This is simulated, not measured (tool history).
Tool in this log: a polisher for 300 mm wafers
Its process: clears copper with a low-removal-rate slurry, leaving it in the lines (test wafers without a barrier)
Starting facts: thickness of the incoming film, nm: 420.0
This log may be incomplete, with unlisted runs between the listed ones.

run	hour	flow of slurry (ml/min)	pressure of the wafer on the pad (psi)	speed of the pad under the wafer (m/s)	abrasive content of the slurry	overpolish time after the end point (s)	time until the end point was called (s)	dishing of a wide line in a test structure (Å)
1	0.0	200	3.6	1.10	1.0	12	126.91	291.65
2	5.9	200	3.6	1.10	1.1	12	126.70	282.63
3	6.6	200	3.6	1.22	1.1	12	113.61	314.75
4	11.8	160	3.6	1.22	1.1	12	117.65	315.78
5	15.9	160	3.6	1.22	1.1	9	117.77	242.78
6	23.2	140	3.6	1.22	1.1	9	117.14	230.92

Run 7, settings as shown, results not yet in. Your forecast:
7	29.4	140	3.9	1.22	1.1	8	?	?

time until the end point was called (s): 110.39
dishing of a wide line in a test structure (Å): 225.14
